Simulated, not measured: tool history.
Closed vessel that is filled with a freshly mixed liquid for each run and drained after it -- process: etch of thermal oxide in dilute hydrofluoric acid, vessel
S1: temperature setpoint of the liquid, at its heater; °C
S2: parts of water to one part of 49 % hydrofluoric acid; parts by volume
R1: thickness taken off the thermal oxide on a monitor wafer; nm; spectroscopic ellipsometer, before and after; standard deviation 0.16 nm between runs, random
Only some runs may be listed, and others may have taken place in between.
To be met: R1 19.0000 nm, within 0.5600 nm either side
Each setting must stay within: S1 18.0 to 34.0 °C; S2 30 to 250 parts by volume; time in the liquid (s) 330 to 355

{"run": 1, "hour": 0.0, "S1": 26.0, "S2": 140, "time in the liquid (s)": 330, "R1": 11.688}
{"run": 2, "hour": 1.7, "S1": 26.0, "S2": 165, "time in the liquid (s)": 330, "R1": 9.5173}
{"run": 3, "hour": 8.4, "S1": 29.0, "S2": 165, "time in the liquid (s)": 330, "R1": 10.784}
{"run": 4, "hour": 16.8, "S1": 27.0, "S2": 165, "time in the liquid (s)": 330, "R1": 9.9378}
{"run": 5, "hour": 18.5, "S1": 25.0, "S2": 165, "time in the liquid (s)": 330, "R1": 9.3045}
{"run": 6, "hour": 23.1, "S1": 25.0, "S2": 165, "time in the liquid (s)": 355, "R1": 10.013}
{"run": 7, "hour": 27.9, "S1": 28.0, "S2": 155, "time in the liquid (s)": 355, "R1": 11.802}
{"run": 8, "hour": 36.4, "S1": 32.0, "S2": 105, "time in the liquid (s)": 355, "R1": 21.931}

5 next moves are on the table. One of them brings every result within its allowed miss. Which?
{"run": "A", "hour": 44.9, "S1": 31.5, "S2": 110, "time in the liquid (s)": 330, "R1": "?"}
{"run": "B", "hour": 44.9, "S1": 30.0, "S2": 105, "time in the liquid (s)": 355, "R1": "?"}
{"run": "C", "hour": 44.9, "S1": 30.5, "S2": 100, "time in the liquid (s)": 330, "R1": "?"}
{"run": "D", "hour": 44.9, "S1": 27.5, "S2": 95, "time in the liquid (s)": 355, "R1": "?"}
{"run": "E", "hour": 44.9, "S1": 32.0, "S2": 105, "time in the liquid (s)": 330, "R1": "?"}

move=A R1=18.8670
move=B R1=20.2590
move=C R1=20.2890
move=D R1=20.6470
move=E R1=20.2780
A: each result inside its tolerance
B: gains on the last run, yet a result remains outside its allowed miss
C: gains on the last run, yet a result remains outside its allowed miss
D: gains on the last run, yet a result remains outside its allowed miss
E: gains on the last run, yet a result remains outside its allowed miss
So the answer is move A, the one that meets all the targets.
